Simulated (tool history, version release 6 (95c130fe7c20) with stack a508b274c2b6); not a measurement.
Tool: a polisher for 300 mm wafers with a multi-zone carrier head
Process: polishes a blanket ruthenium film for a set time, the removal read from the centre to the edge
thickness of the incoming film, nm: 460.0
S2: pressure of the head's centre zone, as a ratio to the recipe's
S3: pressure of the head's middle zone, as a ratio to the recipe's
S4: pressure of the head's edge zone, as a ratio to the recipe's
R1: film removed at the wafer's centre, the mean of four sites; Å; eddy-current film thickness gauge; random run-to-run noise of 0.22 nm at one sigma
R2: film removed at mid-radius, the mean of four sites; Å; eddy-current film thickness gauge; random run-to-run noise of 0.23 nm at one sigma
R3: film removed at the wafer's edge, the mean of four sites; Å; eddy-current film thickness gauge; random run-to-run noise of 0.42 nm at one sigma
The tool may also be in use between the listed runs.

{"run": 1, "day": 0.0, "flow of slurry (ml/min)": 180, "S2": 1.0, "S3": 1.0, "S4": 1.0, "polishing time (s)": 54, "R1": 404.66, "R2": 413.14, "R3": 416.89}
{"run": 2, "day": 0.154, "flow of slurry (ml/min)": 180, "S2": 1.0, "S3": 1.0, "S4": 1.04, "polishing time (s)": 54, "R1": 412.16, "R2": 418.41, "R3": 429.85}
{"run": 3, "day": 0.208, "flow of slurry (ml/min)": 180, "S2": 1.0, "S3": 1.0, "S4": 0.97, "polishing time (s)": 54, "R1": 412.76, "R2": 418.34, "R3": 425.48}
{"run": 4, "day": 0.417, "flow of slurry (ml/min)": 180, "S2": 1.0, "S3": 0.96, "S4": 0.97, "polishing time (s)": 54, "R1": 411.89, "R2": 403.49, "R3": 421.17}
{"run": 5, "day": 0.488, "flow of slurry (ml/min)": 175, "S2": 0.97, "S3": 0.95, "S4": 0.95, "polishing time (s)": 48, "R1": 349.67, "R2": 354.5, "R3": 364.33}
{"run": 6, "day": 0.838, "flow of slurry (ml/min)": 175, "S2": 0.97, "S3": 1.01, "S4": 0.95, "polishing time (s)": 48, "R1": 357.16, "R2": 378.18, "R3": 354.51}
{"run": 7, "day": 1.021, "flow of slurry (ml/min)": 165, "S2": 0.93, "S3": 0.96, "S4": 0.93, "polishing time (s)": 46, "R1": 322.07, "R2": 342.89, "R3": 347.31}
{"run": 8, "day": 1.071, "flow of slurry (ml/min)": 165, "S2": 0.92, "S3": 0.94, "S4": 0.91, "polishing time (s)": 43, "R1": 301.35, "R2": 314.65, "R3": 318.08}

Estimate the outcome of run 9 from the log above:
{"run": 9, "day": 1.4, "flow of slurry (ml/min)": 155, "S2": 0.9, "S3": 0.92, "S4": 0.89, "polishing time (s)": 42, "R1": "?", "R2": "?", "R3": "?"}

R1: 283.50 Å
R2: 294.54 Å
R3: 308.20 Å

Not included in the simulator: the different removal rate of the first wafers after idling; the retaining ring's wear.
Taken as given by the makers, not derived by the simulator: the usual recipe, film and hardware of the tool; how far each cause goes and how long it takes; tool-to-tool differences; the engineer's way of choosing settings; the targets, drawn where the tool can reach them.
